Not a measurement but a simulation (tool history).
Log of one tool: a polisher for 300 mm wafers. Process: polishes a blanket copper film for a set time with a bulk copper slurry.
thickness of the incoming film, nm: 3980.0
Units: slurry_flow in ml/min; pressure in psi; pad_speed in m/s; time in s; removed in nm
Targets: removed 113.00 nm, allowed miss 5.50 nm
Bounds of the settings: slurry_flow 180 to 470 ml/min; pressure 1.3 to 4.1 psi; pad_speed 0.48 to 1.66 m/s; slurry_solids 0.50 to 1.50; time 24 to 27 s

Run 1, hour 0.0: slurry_flow 300 ml/min, pressure 2.7 psi, pad_speed 1.06 m/s, slurry_solids 1.00, time 27 s. Result: removed 246.81 nm.
Run 2, hour 1.0: slurry_flow 300 ml/min, pressure 3.1 psi, pad_speed 1.06 m/s, slurry_solids 1.00, time 27 s. Result: removed 278.73 nm.
Run 3, hour 5.6: slurry_flow 300 ml/min, pressure 3.1 psi, pad_speed 0.94 m/s, slurry_solids 1.00, time 27 s. Result: removed 254.00 nm.
Run 4, hour 8.5: slurry_flow 300 ml/min, pressure 3.1 psi, pad_speed 0.94 m/s, slurry_solids 0.90, time 27 s. Result: removed 239.78 nm.
Run 5, hour 15.5: slurry_flow 300 ml/min, pressure 2.7 psi, pad_speed 0.90 m/s, slurry_solids 0.90, time 27 s. Result: removed 204.91 nm.
Run 6, hour 19.9: slurry_flow 300 ml/min, pressure 2.7 psi, pad_speed 0.90 m/s, slurry_solids 0.90, time 24 s. Result: removed 182.74 nm.
Run 7, hour 27.1: slurry_flow 300 ml/min, pressure 2.4 psi, pad_speed 0.88 m/s, slurry_solids 0.90, time 24 s. Result: removed 161.99 nm.
Run 8, hour 31.1: slurry_flow 300 ml/min, pressure 2.2 psi, pad_speed 0.88 m/s, slurry_solids 0.90, time 24 s. Result: removed 153.56 nm.
Run 9, hour 39.7: slurry_flow 300 ml/min, pressure 2.0 psi, pad_speed 0.88 m/s, slurry_solids 0.90, time 24 s. Result: removed 136.81 nm.
Run 10, hour 43.4: slurry_flow 300 ml/min, pressure 1.9 psi, pad_speed 0.88 m/s, slurry_solids 0.90, time 24 s. Result: removed 133.92 nm.
Run 11, hour 47.1: slurry_flow 300 ml/min, pressure 1.8 psi, pad_speed 0.88 m/s, slurry_solids 0.90, time 24 s. Result: removed 123.49 nm.

Which of these 5 next moves meets every target?
Run A, hour 50.8: slurry_flow 395 ml/min, pressure 1.7 psi, pad_speed 0.70 m/s, slurry_solids 1.00, time 24 s. Result: removed ?.
Run B, hour 50.8: slurry_flow 325 ml/min, pressure 1.8 psi, pad_speed 0.82 m/s, slurry_solids 0.85, time 26 s. Result: removed ?.
Run C, hour 50.8: slurry_flow 350 ml/min, pressure 1.6 psi, pad_speed 1.06 m/s, slurry_solids 0.85, time 26 s. Result: removed ?.
Run D, hour 50.8: slurry_flow 275 ml/min, pressure 1.6 psi, pad_speed 1.10 m/s, slurry_solids 0.85, time 24 s. Result: removed ?.
Run E, hour 50.8: slurry_flow 285 ml/min, pressure 1.8 psi, pad_speed 0.72 m/s, slurry_solids 0.85, time 26 s. Result: removed ?.

move  removed
   A   102.39
   B   125.55
   C   139.32
   D   130.34
   E   112.15
A: takes the result that was furthest off past its target
B: further off than the last run
C: further off than the last run
D: further off than the last run
E: meets every target
Move E is the one to make.
